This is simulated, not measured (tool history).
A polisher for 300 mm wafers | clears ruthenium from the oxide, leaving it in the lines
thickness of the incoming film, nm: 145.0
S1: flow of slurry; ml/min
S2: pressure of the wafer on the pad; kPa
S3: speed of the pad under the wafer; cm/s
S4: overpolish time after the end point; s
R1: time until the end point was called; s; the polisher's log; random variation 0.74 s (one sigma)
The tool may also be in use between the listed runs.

run 1 hour=0 | S1=125 S2=14.5 S3=126 S4=27 | R1=95.858
run 2 hour=6.1 | S1=105 S2=14.5 S3=126 S4=27 | R1=98.88
run 3 hour=12 | S1=105 S2=14.5 S3=126 S4=29 | R1=100.75
run 4 hour=19.2 | S1=90 S2=14.5 S3=126 S4=29 | R1=104.33
run 5 hour=25 | S1=105 S2=15.2 S3=126 S4=29 | R1=96.159
run 6 hour=26.5 | S1=115 S2=15.9 S3=126 S4=29 | R1=90.333
run 7 hour=31.2 | S1=125 S2=15.9 S3=126 S4=29 | R1=88.382
run 8 hour=34.6 | S1=130 S2=15.9 S3=126 S4=29 | R1=86.384

Run 9 comes next. What will it give?
run 9 hour=37.8 | S1=135 S2=15.9 S3=126 S4=29 | R1=?

{"run 9": {"R1": 88.251}}
